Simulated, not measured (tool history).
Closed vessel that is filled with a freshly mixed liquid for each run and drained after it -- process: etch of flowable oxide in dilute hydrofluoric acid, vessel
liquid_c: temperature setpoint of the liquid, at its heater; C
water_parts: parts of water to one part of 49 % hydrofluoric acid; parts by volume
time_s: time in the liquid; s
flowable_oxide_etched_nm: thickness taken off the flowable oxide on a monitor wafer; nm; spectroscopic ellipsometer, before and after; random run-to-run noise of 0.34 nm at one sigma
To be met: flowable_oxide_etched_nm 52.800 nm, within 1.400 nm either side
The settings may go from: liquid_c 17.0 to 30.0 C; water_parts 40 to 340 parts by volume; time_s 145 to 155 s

run 1 hour=0.0 | liquid_c=22.0 water_parts=190 time_s=145 | flowable_oxide_etched_nm=28.197
run 2 hour=1.0 | liquid_c=24.0 water_parts=175 time_s=145 | flowable_oxide_etched_nm=33.937
run 3 hour=6.9 | liquid_c=25.5 water_parts=165 time_s=145 | flowable_oxide_etched_nm=38.552
run 4 hour=8.9 | liquid_c=26.5 water_parts=160 time_s=145 | flowable_oxide_etched_nm=40.721
run 5 hour=15.8 | liquid_c=27.5 water_parts=155 time_s=145 | flowable_oxide_etched_nm=44.773
run 6 hour=17.4 | liquid_c=27.5 water_parts=155 time_s=145 | flowable_oxide_etched_nm=44.226
run 7 hour=26.3 | liquid_c=28.0 water_parts=150 time_s=145 | flowable_oxide_etched_nm=46.683
run 8 hour=33.8 | liquid_c=28.5 water_parts=150 time_s=145 | flowable_oxide_etched_nm=46.951
run 9 hour=40.5 | liquid_c=29.0 water_parts=145 time_s=145 | flowable_oxide_etched_nm=51.082

Exercise: of the 4 proposed moves below, exactly one satisfies all targets within the stated allowed misses. Which move is it?
run A hour=47.2 | liquid_c=30.0 water_parts=135 time_s=145 | flowable_oxide_etched_nm=?
run B hour=47.2 | liquid_c=23.5 water_parts=110 time_s=145 | flowable_oxide_etched_nm=?
run C hour=47.2 | liquid_c=29.5 water_parts=135 time_s=145 | flowable_oxide_etched_nm=?
run D hour=47.2 | liquid_c=29.5 water_parts=150 time_s=155 | flowable_oxide_etched_nm=?

move=A flowable_oxide_etched_nm=57.001
move=B flowable_oxide_etched_nm=56.419
move=C flowable_oxide_etched_nm=55.971
move=D flowable_oxide_etched_nm=52.800
A: moves the result that the last run missed by most past its target, out the other side
B: moves the result that the last run missed by most past its target, out the other side
C: moves the result that the last run missed by most past its target, out the other side
D: each result inside its tolerance
Correct choice: D, which meets every target
